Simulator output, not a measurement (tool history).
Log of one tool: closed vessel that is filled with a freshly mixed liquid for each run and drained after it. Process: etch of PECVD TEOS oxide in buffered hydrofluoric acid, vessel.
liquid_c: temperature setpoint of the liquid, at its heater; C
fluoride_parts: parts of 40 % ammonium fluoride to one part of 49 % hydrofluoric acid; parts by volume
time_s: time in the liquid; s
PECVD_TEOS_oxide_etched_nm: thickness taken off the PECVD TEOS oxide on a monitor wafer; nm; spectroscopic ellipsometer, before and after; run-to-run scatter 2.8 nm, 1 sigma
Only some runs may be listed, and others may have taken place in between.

run    day  liquid_c  fluoride_parts  time_s  PECVD_TEOS_oxide_etched_nm
  1  0.000      24.0            15.0     100                      209.49
  2  0.317      24.0            15.0     100                      210.53
  3  0.662      21.5            15.0     100                      183.51
  4  0.796      21.5            15.0     105                      193.13
  5  0.900      21.5            15.0     100                      181.85
  6  1.042      22.5            14.5     100                      201.12
  7  1.338      23.5            14.0     100                      219.48
  8  1.496      24.5            13.5     100                      238.84
  9  1.717      25.5            13.0     100                      262.57
 10  1.829      26.0            12.5     100                      279.49
 11  1.975      26.5            12.0     100                      298.44
 12  2.321      27.0            11.5     100                      319.83
 13  2.700      27.5            11.0     100                      343.71
 14  2.762      28.0            11.0     100                      355.94
 15  2.804      28.5            11.0     100                      361.15
 16  2.858      29.0            11.0     100                      372.42
 17  3.104      29.5            11.0     100                      376.31

Predict the results of run 18:
 18  3.225      29.5            10.5     100                           ?

Logged for run 18: PECVD_TEOS_oxide_etched_nm 401.61 nm.
